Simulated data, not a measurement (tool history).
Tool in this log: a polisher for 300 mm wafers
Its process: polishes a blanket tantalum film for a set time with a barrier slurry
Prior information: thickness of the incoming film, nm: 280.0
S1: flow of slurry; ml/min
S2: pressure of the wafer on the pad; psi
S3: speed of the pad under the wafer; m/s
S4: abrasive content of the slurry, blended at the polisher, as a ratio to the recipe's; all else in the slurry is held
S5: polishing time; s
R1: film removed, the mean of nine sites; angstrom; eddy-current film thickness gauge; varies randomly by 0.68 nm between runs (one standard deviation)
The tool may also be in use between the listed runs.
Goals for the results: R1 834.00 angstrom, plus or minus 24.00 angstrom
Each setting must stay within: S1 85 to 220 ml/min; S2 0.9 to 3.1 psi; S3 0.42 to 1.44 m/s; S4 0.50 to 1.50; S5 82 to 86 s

run 1 day=0.000 | S1=140 S2=2.0 S3=0.92 S4=1.00 S5=82 | R1=1071.40
run 2 day=0.162 | S1=140 S2=2.0 S3=0.92 S4=1.00 S5=82 | R1=1059.00
run 3 day=0.242 | S1=130 S2=1.9 S3=0.92 S4=1.00 S5=82 | R1=1007.70
run 4 day=0.442 | S1=130 S2=2.2 S3=0.92 S4=1.00 S5=82 | R1=1137.00
run 5 day=0.812 | S1=130 S2=2.5 S3=0.92 S4=1.00 S5=82 | R1=1282.00
run 6 day=1.038 | S1=130 S2=2.5 S3=0.92 S4=1.10 S5=82 | R1=1310.20
run 7 day=1.192 | S1=120 S2=2.2 S3=0.92 S4=1.10 S5=82 | R1=1136.00
run 8 day=1.517 | S1=115 S2=2.0 S3=0.92 S4=1.10 S5=82 | R1=1033.00
run 9 day=1.817 | S1=110 S2=1.9 S3=0.92 S4=1.10 S5=82 | R1=988.08
run 10 day=2.146 | S1=105 S2=1.8 S3=0.92 S4=1.10 S5=82 | R1=937.57
run 11 day=2.192 | S1=100 S2=1.7 S3=0.92 S4=1.10 S5=82 | R1=872.95
run 12 day=2.367 | S1=95 S2=1.7 S3=0.92 S4=1.10 S5=82 | R1=860.14

Consider the 5 candidate settings below. Which is the only one whose results all fall within their allowed miss of target?
run A day=2.542 | S1=85 S2=1.6 S3=0.92 S4=1.00 S5=82 | R1=?
run B day=2.542 | S1=100 S2=1.7 S3=0.86 S4=0.90 S5=82 | R1=?
run C day=2.542 | S1=90 S2=1.6 S3=0.96 S4=1.15 S5=85 | R1=?
run D day=2.542 | S1=100 S2=1.5 S3=0.96 S4=1.15 S5=82 | R1=?
run E day=2.542 | S1=85 S2=1.5 S3=0.94 S4=1.10 S5=82 | R1=?

move=A R1=783.53
move=B R1=787.63
move=C R1=889.40
move=D R1=835.97
move=E R1=774.98
A: the result that was furthest off in the last run now lies on the other side of its target
B: the result that was furthest off in the last run now lies on the other side of its target
C: the biggest miss grows against the last run
D: meets every target
E: the result that was furthest off in the last run now lies on the other side of its target
D is the move that brings every result within its allowed miss.

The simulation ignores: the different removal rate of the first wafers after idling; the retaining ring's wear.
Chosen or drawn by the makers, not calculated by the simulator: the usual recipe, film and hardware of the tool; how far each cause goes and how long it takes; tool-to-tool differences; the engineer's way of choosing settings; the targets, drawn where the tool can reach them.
